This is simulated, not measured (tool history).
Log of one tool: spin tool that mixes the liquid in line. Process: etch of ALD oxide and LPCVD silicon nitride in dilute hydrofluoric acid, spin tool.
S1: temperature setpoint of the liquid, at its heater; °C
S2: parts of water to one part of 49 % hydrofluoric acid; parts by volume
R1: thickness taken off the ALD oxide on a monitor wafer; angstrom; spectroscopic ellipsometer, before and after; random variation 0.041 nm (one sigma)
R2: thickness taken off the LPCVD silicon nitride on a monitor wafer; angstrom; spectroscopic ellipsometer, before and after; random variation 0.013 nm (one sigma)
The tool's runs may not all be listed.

run 1 day=0.000 | S1=23.0 S2=295 time_under_the_liquid_(s)=180 | R1=136.810 R2=3.2895
run 2 day=0.317 | S1=23.0 S2=295 time_under_the_liquid_(s)=150 | R1=114.510 R2=2.5895
run 3 day=0.658 | S1=22.0 S2=325 time_under_the_liquid_(s)=150 | R1=97.702 R2=2.1412
run 4 day=0.971 | S1=20.0 S2=325 time_under_the_liquid_(s)=150 | R1=90.889 R2=2.0841
run 5 day=1.333 | S1=20.0 S2=220 time_under_the_liquid_(s)=150 | R1=147.500 R2=3.2515
run 6 day=1.621 | S1=19.5 S2=260 time_under_the_liquid_(s)=150 | R1=118.740 R2=2.1131
run 7 day=1.875 | S1=20.0 S2=300 time_under_the_liquid_(s)=150 | R1=100.570 R2=2.0665
run 8 day=2.088 | S1=20.0 S2=325 time_under_the_liquid_(s)=150 | R1=90.070 R2=2.0926
run 9 day=2.333 | S1=19.5 S2=345 time_under_the_liquid_(s)=150 | R1=82.541 R2=1.7795
run 10 day=2.617 | S1=19.5 S2=365 time_under_the_liquid_(s)=150 | R1=77.343 R2=1.7926
run 11 day=2.692 | S1=19.0 S2=380 time_under_the_liquid_(s)=150 | R1=71.975 R2=1.7594
run 12 day=2.854 | S1=18.5 S2=390 time_under_the_liquid_(s)=150 | R1=68.339 R2=1.6537
run 13 day=3.146 | S1=18.5 S2=400 time_under_the_liquid_(s)=150 | R1=64.984 R2=1.3000
run 14 day=3.496 | S1=19.0 S2=410 time_under_the_liquid_(s)=150 | R1=64.414 R2=1.3777
run 15 day=3.771 | S1=19.0 S2=420 time_under_the_liquid_(s)=150 | R1=62.283 R2=1.4879

Run 16 comes next. What will it give?
run 16 day=4.021 | S1=19.0 S2=420 time_under_the_liquid_(s)=150 | R1=? R2=?

R1: 61.875 angstrom
R2: 1.3099 angstrom

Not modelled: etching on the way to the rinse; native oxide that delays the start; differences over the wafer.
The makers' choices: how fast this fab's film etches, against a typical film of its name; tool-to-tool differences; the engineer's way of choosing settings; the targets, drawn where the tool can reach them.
